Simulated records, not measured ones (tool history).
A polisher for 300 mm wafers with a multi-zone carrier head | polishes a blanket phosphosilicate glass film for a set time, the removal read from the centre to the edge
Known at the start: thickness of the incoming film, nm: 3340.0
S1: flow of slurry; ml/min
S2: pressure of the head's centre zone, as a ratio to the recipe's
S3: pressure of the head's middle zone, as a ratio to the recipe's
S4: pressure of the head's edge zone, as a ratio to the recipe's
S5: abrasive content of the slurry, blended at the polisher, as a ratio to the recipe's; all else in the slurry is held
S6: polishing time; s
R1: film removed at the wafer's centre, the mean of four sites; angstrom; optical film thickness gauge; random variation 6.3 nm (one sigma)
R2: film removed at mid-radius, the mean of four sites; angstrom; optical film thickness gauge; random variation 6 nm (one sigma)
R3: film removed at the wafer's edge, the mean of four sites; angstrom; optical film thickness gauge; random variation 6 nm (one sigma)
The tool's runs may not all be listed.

run	day	S1	S2	S3	S4	S5	S6	R1	R2	R3
1	0	280	1	1	1	1	76	6325	6266.8	6513.9
2	0.242	280	1.04	1	1	1	76	6663.3	6257.2	6481.9
3	0.604	295	1.02	1.05	1.05	1.1	76	6965.6	6924.6	7040.4
4	0.938	355	1.02	1.05	1.05	1.1	76	6876.3	7084.2	7097
5	1.062	355	1.02	0.98	1.05	1.1	76	6987.2	6715.4	7021
6	1.288	355	0.97	0.98	1.05	1.1	76	6533.5	6686.5	7186.4
7	1.475	365	0.97	1.03	1.08	1.15	76	6821.2	7176.7	7355.6
8	1.829	370	0.96	1.06	1.1	1.2	76	6913	7466.4	7638
9	1.883	375	0.96	1.09	1.12	1.25	76	7100.3	7802.2	7830.7

Run 10 comes next. What will it give?
10	1.971	380	0.95	1.11	1.13	1.3	76	?	?	?

R1: 7100.3 angstrom
R2: 8044.4 angstrom
R3: 8067.9 angstrom
